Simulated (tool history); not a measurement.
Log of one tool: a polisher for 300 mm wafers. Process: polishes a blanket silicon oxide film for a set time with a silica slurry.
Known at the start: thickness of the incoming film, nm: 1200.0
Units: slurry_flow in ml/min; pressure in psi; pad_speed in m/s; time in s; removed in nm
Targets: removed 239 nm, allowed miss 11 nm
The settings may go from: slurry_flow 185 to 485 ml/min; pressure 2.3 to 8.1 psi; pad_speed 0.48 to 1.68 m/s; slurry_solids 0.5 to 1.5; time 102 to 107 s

run    day  slurry_flow  pressure  pad_speed  slurry_solids  time  removed
  1      0          310       5.2       1.08              1   102   367.53
  2  0.217          310       4.5       1.06              1   102   324.04
  3  0.533          310       4.5       1.06              1   107   343.15
  4  0.633          310       5.7       1.06              1   107   424.53
  5  0.825          310       5.7       1.22              1   107   443.42
     1.079  -- head pressure recalibrated
  6  1.079          310       5.7       1.22            1.1   107   445.05
  7  1.162          310       4.7       1.16            1.1   106   372.18
  8  1.542          310         4        1.1            1.1   106   319.01

5 next moves are on the table. One of them brings every result within its allowed miss. Which?
  A  1.921          335       2.6          1           0.95   103        ?
  B  1.921          290       2.7        0.9           1.15   102        ?
  C  1.921          365         3       0.88           1.05   102        ?
  D  1.921          385       3.8       0.74           1.15   102        ?
  E  1.921          290       2.6       1.26           1.15   107        ?

move  removed
   A   206.69
   B   210.94
   C   217.91
   D   240.24
   E   267.71
A: takes the result that was furthest off past its target
B: takes the result that was furthest off past its target
C: takes the result that was furthest off past its target
D: meets every target
E: nearer than the last run, and not there yet
Move D is the one to make.

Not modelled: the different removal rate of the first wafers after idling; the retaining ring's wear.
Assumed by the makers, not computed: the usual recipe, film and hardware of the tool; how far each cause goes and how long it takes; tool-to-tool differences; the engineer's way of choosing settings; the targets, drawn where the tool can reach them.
